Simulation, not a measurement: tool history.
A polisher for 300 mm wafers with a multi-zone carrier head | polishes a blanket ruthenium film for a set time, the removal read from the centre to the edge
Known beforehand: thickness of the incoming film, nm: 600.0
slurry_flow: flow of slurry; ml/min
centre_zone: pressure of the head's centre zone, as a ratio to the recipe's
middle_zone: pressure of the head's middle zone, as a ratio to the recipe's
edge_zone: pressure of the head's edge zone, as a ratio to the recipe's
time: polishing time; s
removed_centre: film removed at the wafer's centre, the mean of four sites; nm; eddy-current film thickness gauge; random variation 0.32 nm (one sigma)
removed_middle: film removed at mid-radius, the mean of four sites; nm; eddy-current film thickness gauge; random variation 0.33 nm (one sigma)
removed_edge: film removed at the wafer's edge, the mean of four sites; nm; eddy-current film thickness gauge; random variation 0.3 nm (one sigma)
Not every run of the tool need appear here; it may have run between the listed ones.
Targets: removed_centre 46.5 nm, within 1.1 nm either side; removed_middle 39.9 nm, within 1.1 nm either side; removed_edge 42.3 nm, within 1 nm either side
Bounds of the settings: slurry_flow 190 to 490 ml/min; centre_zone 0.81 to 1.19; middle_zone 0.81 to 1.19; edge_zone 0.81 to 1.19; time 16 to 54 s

run,hour,slurry_flow,centre_zone,middle_zone,edge_zone,time,removed_centre,removed_middle,removed_edge
1,0,315,1,1,1,35,33.889,32.877,33.655
2,5.3,320,1.02,1.01,1.02,35,34.647,33.292,33.977
3,8.1,370,1.02,1.01,1.02,35,35.313,34.252,34.532
4,11.9,330,1.02,1.01,1.02,35,35.017,33.728,34.016
5,17.5,405,1.02,1.01,1.02,35,35.432,34.188,34.215
6,26.2,405,1.02,1.01,1.08,35,35.482,34.327,35.266
7,28.8,400,1.03,1.01,1.09,36,36.589,35.029,36.973
8,32.9,400,1.03,1.01,1.09,36,36.581,35.341,36.608
9,34.6,400,1.04,1.01,1.1,36,36.948,35.171,37.434
10,40.7,405,1.05,1.02,1.1,36,37.176,35.936,37.421
11,49.4,410,1.06,1.02,1.1,36,37.302,35.722,36.535
12,50.3,410,1.07,1.02,1.11,37,39.249,36.391,38.311
13,51.9,410,1.08,1.02,1.12,37,39.789,36.602,38.596

Of the 5 settings listed for the next run, only one would bring every result within its allowed miss of target. Which one?
A,53.5,465,1.15,1.01,1.19,38,?,?,?
B,53.5,435,1.1,1.12,1.03,40,?,?,?
C,53.5,490,1.15,1.01,1.13,40,?,?,?
D,53.5,395,1.12,1.01,1.09,44,?,?,?
E,53.5,440,1.14,1.06,1.07,39,?,?,?

move,removed_centre,removed_middle,removed_edge
A,43.102,37.675,41.188
B,43.204,43.138,40.093
C,45.535,39.792,42.316
D,47.98,43.134,45.177
E,43.687,40.146,39.89
A: better than the last run, though not everything is in spec
B: better than the last run, though not everything is in spec
C: all results in spec
D: the result that was furthest off in the last run now lies on the other side of its target
E: better than the last run, though not everything is in spec
The right move is C.
